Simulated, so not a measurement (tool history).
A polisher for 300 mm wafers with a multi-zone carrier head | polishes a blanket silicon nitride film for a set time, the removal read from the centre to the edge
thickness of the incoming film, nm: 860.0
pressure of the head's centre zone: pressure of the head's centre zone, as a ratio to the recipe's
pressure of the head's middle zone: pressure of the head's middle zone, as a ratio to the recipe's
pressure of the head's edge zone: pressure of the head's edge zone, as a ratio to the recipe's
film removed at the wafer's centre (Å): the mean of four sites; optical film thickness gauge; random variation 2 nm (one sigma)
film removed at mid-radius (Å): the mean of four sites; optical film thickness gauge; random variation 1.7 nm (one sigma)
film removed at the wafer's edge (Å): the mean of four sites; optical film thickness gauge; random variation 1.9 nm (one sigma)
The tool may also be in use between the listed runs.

| run | day | flow of slurry (ml/min) | pressure of the head's centre zone | pressure of the head's middle zone | pressure of the head's edge zone | polishing time (s) | film removed at the wafer's centre (Å) | film removed at mid-radius (Å) | film removed at the wafer's edge (Å) |
|---|---|---|---|---|---|---|---|---|---|
| 1 | 0.000 | 135 | 1.00 | 1.00 | 1.00 | 45 | 1071.10 | 1081.20 | 1140.00 |
| 2 | 0.354 | 135 | 1.00 | 1.06 | 1.00 | 45 | 1063.90 | 1096.50 | 1143.70 |
| 3 | 0.500 | 145 | 1.04 | 1.06 | 1.02 | 48 | 1208.80 | 1197.60 | 1244.60 |
| 4 | 0.850 | 155 | 1.08 | 1.06 | 1.04 | 50 | 1327.50 | 1240.40 | 1301.40 |
| 5 | 1.000 | 155 | 1.08 | 1.06 | 1.04 | 43 | 1116.90 | 1100.60 | 1137.10 |
| 6 | 1.100 | 155 | 1.08 | 1.06 | 1.04 | 38 | 995.61 | 960.51 | 986.08 |
| 7 | 1.408 | 155 | 1.08 | 1.06 | 1.04 | 38 | 1001.20 | 946.79 | 992.92 |
| 8 | 1.433 | 165 | 1.11 | 1.05 | 1.05 | 43 | 1137.80 | 1074.70 | 1135.20 |
| 9 | 1.583 | 150 | 1.13 | 1.05 | 1.04 | 48 | 1305.20 | 1209.70 | 1229.90 |
| 10 | 1.683 | 160 | 1.14 | 1.03 | 1.04 | 51 | 1386.60 | 1264.00 | 1359.10 |
| 11 | 1.833 | 150 | 1.15 | 1.04 | 1.06 | 54 | 1484.10 | 1327.70 | 1425.80 |
| 12 | 1.862 | 155 | 1.16 | 1.02 | 1.03 | 56 | 1580.60 | 1375.80 | 1443.90 |
| 13 | 2.154 | 160 | 1.17 | 1.02 | 1.03 | 57 | 1621.80 | 1379.60 | 1480.00 |
| 14 | 2.188 | 165 | 1.17 | 1.03 | 1.03 | 58 | 1643.20 | 1468.70 | 1528.70 |
| 15 | 2.275 | 155 | 1.17 | 1.03 | 1.03 | 59 | 1692.40 | 1438.30 | 1544.10 |
| 16 | 2.446 | 155 | 1.17 | 1.04 | 1.03 | 60 | 1688.80 | 1485.20 | 1566.40 |

Run 17 comes next. What will it give?
| 17 | 2.533 | 160 | 1.17 | 1.03 | 1.02 | 61 | ? | ? | ? |

film removed at the wafer's centre (Å): 1757.70
film removed at mid-radius (Å): 1526.00
film removed at the wafer's edge (Å): 1572.30
